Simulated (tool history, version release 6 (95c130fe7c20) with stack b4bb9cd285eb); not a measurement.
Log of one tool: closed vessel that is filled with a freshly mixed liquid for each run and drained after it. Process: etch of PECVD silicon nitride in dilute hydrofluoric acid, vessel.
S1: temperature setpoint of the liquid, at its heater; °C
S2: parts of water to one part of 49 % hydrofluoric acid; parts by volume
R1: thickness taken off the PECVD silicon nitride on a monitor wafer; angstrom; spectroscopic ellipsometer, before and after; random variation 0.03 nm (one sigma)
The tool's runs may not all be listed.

{"run": 1, "day": 0.0, "S1": 24, "S2": 280, "time in the liquid (s)": 275, "R1": 23.181}
{"run": 2, "day": 0.108, "S1": 25.5, "S2": 280, "time in the liquid (s)": 275, "R1": 25.278}
{"run": 3, "day": 0.292, "S1": 25.5, "S2": 280, "time in the liquid (s)": 275, "R1": 25.233}
{"run": 4, "day": 0.546, "S1": 27, "S2": 280, "time in the liquid (s)": 275, "R1": 27.924}
{"run": 5, "day": 0.579, "S1": 28, "S2": 280, "time in the liquid (s)": 275, "R1": 29.701}
{"run": 6, "day": 0.771, "S1": 28, "S2": 370, "time in the liquid (s)": 275, "R1": 21.847}
{"run": 7, "day": 1.117, "S1": 29, "S2": 355, "time in the liquid (s)": 275, "R1": 24.586}

The next listed run, before its measurement:
{"run": 8, "day": 1.479, "S1": 29.5, "S2": 340, "time in the liquid (s)": 275, "R1": "?"}

Run 8 gave R1 25.979 angstrom.
